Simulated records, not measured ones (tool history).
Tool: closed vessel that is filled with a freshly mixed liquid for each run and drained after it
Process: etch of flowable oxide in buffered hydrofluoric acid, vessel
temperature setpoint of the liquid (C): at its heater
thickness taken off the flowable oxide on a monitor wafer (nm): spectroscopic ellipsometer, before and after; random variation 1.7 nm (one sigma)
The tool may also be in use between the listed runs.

run  hour  temperature setpoint of the liquid (C)  parts of 40 % ammonium fluoride to one part of 49 % hydrofluoric acid (parts by volume)  time in the liquid (s)  thickness taken off the flowable oxide on a monitor wafer (nm)
  1     0                                      24                                                                                     19.5                     105                                                           129.1
  2   4.5                                    25.5                                                                                     19.5                     105                                                          139.24
  3   9.7                                    25.5                                                                                     19.5                     110                                                           146.5
  4  18.4                                    25.5                                                                                     19.5                     110                                                          147.68
  5  22.8                                    26.5                                                                                     19.5                     110                                                          153.06
  6  27.4                                    26.5                                                                                     14.5                     110                                                          207.12

Forecast run 7:
  7  34.4                                      26                                                                                     14.5                     110                                                               ?

{"run 7": {"thickness taken off the flowable oxide on a monitor wafer (nm)": 200.39}}
